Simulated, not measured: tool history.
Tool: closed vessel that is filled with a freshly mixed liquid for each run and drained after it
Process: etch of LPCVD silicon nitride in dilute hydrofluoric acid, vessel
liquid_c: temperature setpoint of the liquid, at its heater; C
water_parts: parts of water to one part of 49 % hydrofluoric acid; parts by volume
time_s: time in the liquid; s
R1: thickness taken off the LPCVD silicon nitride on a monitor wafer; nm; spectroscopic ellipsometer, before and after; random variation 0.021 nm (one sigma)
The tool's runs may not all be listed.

Run 1, hour 0.0: liquid_c 23.0 C, water_parts 225 parts by volume, time_s 660 s. Result: R1 1.46270 nm.
Run 2, hour 5.5: liquid_c 23.0 C, water_parts 225 parts by volume, time_s 450 s. Result: R1 0.99177 nm.
Run 3, hour 8.9: liquid_c 24.5 C, water_parts 220 parts by volume, time_s 450 s. Result: R1 1.14020 nm.
Run 4, hour 9.7: liquid_c 25.5 C, water_parts 205 parts by volume, time_s 450 s. Result: R1 1.28010 nm.
Run 5, hour 15.9: liquid_c 29.0 C, water_parts 205 parts by volume, time_s 450 s. Result: R1 1.61180 nm.
Run 6, hour 22.1: liquid_c 29.0 C, water_parts 235 parts by volume, time_s 450 s. Result: R1 1.37410 nm.
At hour 28.4: hydrofluoric acid flow meter replaced.
Run 7, hour 28.4: liquid_c 29.5 C, water_parts 225 parts by volume, time_s 450 s. Result: R1 1.33940 nm.
Run 8, hour 37.0: liquid_c 29.5 C, water_parts 225 parts by volume, time_s 450 s. Result: R1 1.35970 nm.
Run 9, hour 45.1: liquid_c 29.5 C, water_parts 215 parts by volume, time_s 450 s. Result: R1 1.41010 nm.
Run 10, hour 49.6: liquid_c 29.5 C, water_parts 205 parts by volume, time_s 455 s. Result: R1 1.53390 nm.

The next listed run, before its measurement:
Run 11, hour 54.4: liquid_c 29.5 C, water_parts 200 parts by volume, time_s 455 s. Result: R1 ?.

Run 11 gave R1 1.56460 nm.

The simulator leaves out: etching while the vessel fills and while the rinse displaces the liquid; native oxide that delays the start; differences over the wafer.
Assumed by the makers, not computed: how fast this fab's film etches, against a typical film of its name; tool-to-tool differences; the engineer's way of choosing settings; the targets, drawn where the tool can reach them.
